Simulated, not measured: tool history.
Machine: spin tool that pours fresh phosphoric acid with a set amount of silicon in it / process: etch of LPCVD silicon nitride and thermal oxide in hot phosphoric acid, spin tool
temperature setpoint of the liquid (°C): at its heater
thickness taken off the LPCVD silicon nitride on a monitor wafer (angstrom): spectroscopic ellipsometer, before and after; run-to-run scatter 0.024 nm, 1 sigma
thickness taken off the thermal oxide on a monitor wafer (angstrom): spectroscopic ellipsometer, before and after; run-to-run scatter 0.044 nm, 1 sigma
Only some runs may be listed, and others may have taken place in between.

run	day	temperature setpoint of the liquid (°C)	silicon dissolved in the acid as it is poured (mg a litre)	time under the liquid (s)	thickness taken off the LPCVD silicon nitride on a monitor wafer (angstrom)	thickness taken off the thermal oxide on a monitor wafer (angstrom)
1	0	163	19.5	55	45.948	1.2838
2	0.079	163	19.5	45	37.667	1.443
3	0.212	163.5	20	45	38.098	1.0331
4	0.3	163.5	20	65	55.036	2.3993
5	0.354	163.5	20	85	72.07	1.1611
6	0.7	163.5	13.5	85	72.208	2.8471
7	0.721	163	13.5	85	71.318	1.7303
8	1.075	162.5	11.5	85	70.354	0.78852
9	1.121	162.5	11	85	69.494	2.1618
10	1.333	162	9.5	85	68.769	3.6101
11	1.438	161.5	12	85	67.951	2.4962
12	1.538	161.5	13.5	85	67.782	3.042
13	1.904	161.5	11.5	85	67.18	3.114
14	1.933	161.5	12.5	85	67.387	3.0662
15	2.179	161.5	11.5	85	67.738	2.873
16	2.367	161.5	12.5	85	67.847	2.6915
17	2.696	161.5	13	85	67.217	2.5857
18	2.871	159	19	80	58.459	2.3229
19	3.167	159	20	80	58.217	1.8286
20	3.233	159	20.5	80	58.249	0.8311
21	3.508	159	19.5	80	58.62	1.296
22	3.8	159	19	80	58.142	1.2113

Expected results for the next run?
23	4.038	159	18.5	80	?	?

thickness taken off the LPCVD silicon nitride on a monitor wafer (angstrom): 58.372
thickness taken off the thermal oxide on a monitor wafer (angstrom): 1.7264

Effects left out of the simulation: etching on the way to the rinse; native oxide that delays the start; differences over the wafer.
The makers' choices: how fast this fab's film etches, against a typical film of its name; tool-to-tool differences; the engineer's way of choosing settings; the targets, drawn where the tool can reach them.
